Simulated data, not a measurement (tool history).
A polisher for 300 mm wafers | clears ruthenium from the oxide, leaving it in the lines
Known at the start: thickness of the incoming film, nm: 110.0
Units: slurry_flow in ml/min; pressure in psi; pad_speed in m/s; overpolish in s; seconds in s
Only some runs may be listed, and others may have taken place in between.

{"run": 1, "hour": 0.0, "slurry_flow": 305, "pressure": 1.7, "pad_speed": 1.16, "overpolish": 19, "seconds": 98.889}
{"run": 2, "hour": 1.9, "slurry_flow": 305, "pressure": 1.7, "pad_speed": 1.26, "overpolish": 19, "seconds": 88.977}
{"run": 3, "hour": 6.4, "slurry_flow": 305, "pressure": 2, "pad_speed": 1.26, "overpolish": 19, "seconds": 80.912}
{"run": 4, "hour": 15.2, "slurry_flow": 305, "pressure": 1.8, "pad_speed": 1.2, "overpolish": 19, "seconds": 89.883}
{"run": 5, "hour": 16.9, "slurry_flow": 305, "pressure": 2.2, "pad_speed": 1.2, "overpolish": 19, "seconds": 79.143}
{"run": 6, "hour": 20.4, "slurry_flow": 305, "pressure": 2, "pad_speed": 1.14, "overpolish": 19, "seconds": 88.309}

Run 7 comes next. What will it give?
{"run": 7, "hour": 21.6, "slurry_flow": 305, "pressure": 1.8, "pad_speed": 1.1, "overpolish": 19, "seconds": "?"}

seconds: 96.878 s

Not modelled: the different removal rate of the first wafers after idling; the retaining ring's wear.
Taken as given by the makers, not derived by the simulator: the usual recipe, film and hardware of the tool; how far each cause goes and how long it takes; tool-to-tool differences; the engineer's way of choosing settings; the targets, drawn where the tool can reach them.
